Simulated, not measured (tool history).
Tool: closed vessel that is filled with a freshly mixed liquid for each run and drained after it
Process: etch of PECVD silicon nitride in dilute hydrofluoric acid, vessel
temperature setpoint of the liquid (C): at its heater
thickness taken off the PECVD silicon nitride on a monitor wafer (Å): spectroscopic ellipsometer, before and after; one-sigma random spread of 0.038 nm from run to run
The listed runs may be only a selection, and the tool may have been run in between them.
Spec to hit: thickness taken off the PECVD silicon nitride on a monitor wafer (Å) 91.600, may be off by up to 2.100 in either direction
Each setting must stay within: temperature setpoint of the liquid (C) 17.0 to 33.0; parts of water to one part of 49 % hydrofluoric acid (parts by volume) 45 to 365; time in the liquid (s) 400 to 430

run,day,temperature setpoint of the liquid (C),parts of water to one part of 49 % hydrofluoric acid (parts by volume),time in the liquid (s),thickness taken off the PECVD silicon nitride on a monitor wafer (Å)
1,0.000,25.0,205,400,64.541
2,0.312,25.0,180,400,73.445
3,0.367,25.0,135,400,96.854
4,0.508,21.5,135,400,77.772
5,0.612,21.5,80,400,128.320
6,0.912,23.0,80,400,142.380
7,0.983,21.0,80,400,124.590
8,1.142,21.0,80,400,125.170
9,1.354,19.5,85,400,105.960
10,1.475,19.0,85,400,102.010
11,1.829,18.5,85,400,98.269
12,2.004,18.0,85,400,95.003

4 candidate next runs follow, results not yet known. Just one meets every target within its allowed miss. Identify it.
A,2.179,19.0,95,400,?
B,2.179,18.0,85,430,?
C,2.179,19.0,90,400,?
D,2.179,18.0,80,400,?

move,thickness taken off the PECVD silicon nitride on a monitor wafer (Å)
A,91.154
B,101.750
C,96.061
D,100.370
A: all results in spec
B: the biggest miss grows against the last run
C: the biggest miss grows against the last run
D: the biggest miss grows against the last run
So the answer is move A, the one that meets all the targets.

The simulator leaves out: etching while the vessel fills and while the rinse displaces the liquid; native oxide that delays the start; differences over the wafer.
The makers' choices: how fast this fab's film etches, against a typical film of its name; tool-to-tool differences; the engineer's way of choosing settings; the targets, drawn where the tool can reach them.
